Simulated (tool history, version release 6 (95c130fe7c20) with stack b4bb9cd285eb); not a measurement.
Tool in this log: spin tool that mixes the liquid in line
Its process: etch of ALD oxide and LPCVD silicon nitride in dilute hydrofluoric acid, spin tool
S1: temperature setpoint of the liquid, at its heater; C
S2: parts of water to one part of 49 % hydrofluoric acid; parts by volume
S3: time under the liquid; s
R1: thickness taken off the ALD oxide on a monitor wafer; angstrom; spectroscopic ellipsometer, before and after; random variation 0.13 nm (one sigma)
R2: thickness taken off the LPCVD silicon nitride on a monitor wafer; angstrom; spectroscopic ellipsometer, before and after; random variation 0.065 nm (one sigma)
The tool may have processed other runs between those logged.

run  hour    S1  S2  S3      R1      R2
  1     0    21  60  40  167.69  3.3903
  2     4    18  60  40  148.74  2.2034
  3  11.9  19.5  60  40  157.49  2.1839
  4    20  19.5  60  30  118.57  2.0402
  5    29  17.5  60  30  108.97  1.8604
  6  35.3  19.5  50  30  143.17  2.0885
  7  36.2  21.5  45  30  174.75  2.9133

Estimate the outcome of run 8 from the log above:
  8  39.5  25.5  20  40   ?   ?

{"run 8": {"R1": 641.14, "R2": 12.885}}
